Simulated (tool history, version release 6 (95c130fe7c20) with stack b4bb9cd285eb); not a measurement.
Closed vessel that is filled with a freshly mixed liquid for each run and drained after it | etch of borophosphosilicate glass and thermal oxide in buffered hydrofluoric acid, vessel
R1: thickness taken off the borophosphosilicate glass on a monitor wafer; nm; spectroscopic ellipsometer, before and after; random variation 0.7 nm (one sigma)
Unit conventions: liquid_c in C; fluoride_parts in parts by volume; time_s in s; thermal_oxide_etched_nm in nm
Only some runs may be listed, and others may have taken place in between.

Run 1, day 0.000: liquid_c 24.0 C, fluoride_parts 8 parts by volume, time_s 60 s. Result: R1 108.730 nm, thermal_oxide_etched_nm 83.113 nm.
Run 2, day 0.367: liquid_c 24.0 C, fluoride_parts 8 parts by volume, time_s 75 s. Result: R1 135.390 nm, thermal_oxide_etched_nm 103.930 nm.
Run 3, day 0.496: liquid_c 22.0 C, fluoride_parts 8 parts by volume, time_s 75 s. Result: R1 121.410 nm, thermal_oxide_etched_nm 93.115 nm.
Run 4, day 0.683: liquid_c 22.0 C, fluoride_parts 8 parts by volume, time_s 55 s. Result: R1 88.682 nm, thermal_oxide_etched_nm 68.128 nm.
Run 5, day 0.996: liquid_c 22.0 C, fluoride_parts 8 parts by volume, time_s 35 s. Result: R1 56.613 nm, thermal_oxide_etched_nm 43.444 nm.
Run 6, day 1.033: liquid_c 22.0 C, fluoride_parts 8 parts by volume, time_s 55 s. Result: R1 89.113 nm, thermal_oxide_etched_nm 68.344 nm.
Run 7, day 1.138: liquid_c 23.0 C, fluoride_parts 8 parts by volume, time_s 55 s. Result: R1 93.707 nm, thermal_oxide_etched_nm 72.198 nm.
Run 8, day 1.438: liquid_c 23.0 C, fluoride_parts 8 parts by volume, time_s 55 s. Result: R1 93.952 nm, thermal_oxide_etched_nm 72.029 nm.
Run 9, day 1.621: liquid_c 23.5 C, fluoride_parts 8 parts by volume, time_s 55 s. Result: R1 96.870 nm, thermal_oxide_etched_nm 74.094 nm.
Run 10, day 2.008: liquid_c 27.5 C, fluoride_parts 8 parts by volume, time_s 55 s. Result: R1 119.550 nm, thermal_oxide_etched_nm 91.639 nm.

Run 11 comes next. What will it give?
Run 11, day 2.171: liquid_c 31.5 C, fluoride_parts 8 parts by volume, time_s 55 s. Result: R1 ?, thermal_oxide_etched_nm ?.

For run 11 the tool returned R1 147.160 nm, thermal_oxide_etched_nm 113.440 nm.
